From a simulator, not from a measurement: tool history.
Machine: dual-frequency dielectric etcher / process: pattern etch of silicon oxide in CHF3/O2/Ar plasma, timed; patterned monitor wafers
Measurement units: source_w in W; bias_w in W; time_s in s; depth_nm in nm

| run | hour | source_w | bias_w | time_s | depth_nm |
|---|---|---|---|---|---|
| 1 | 0.0 | 640 | 135 | 296.5 | 569.38 |
| 2 | 2.8 | 640 | 135 | 271.0 | 519.78 |
| 3 | 4.1 | 700 | 144 | 273.0 | 563.57 |
| 4 | 7.9 | 700 | 162 | 273.0 | 584.71 |
| 5 | 11.2 | 740 | 164 | 273.5 | 603.76 |
| 6 | 19.6 | 740 | 146 | 273.5 | 583.09 |
| 7 | 24.8 | 780 | 148 | 274.0 | 601.48 |

Predict the results of run 8:
| 8 | 28.5 | 810 | 149 | 274.0 | ? |

{"run 8": {"depth_nm": 613.29}}
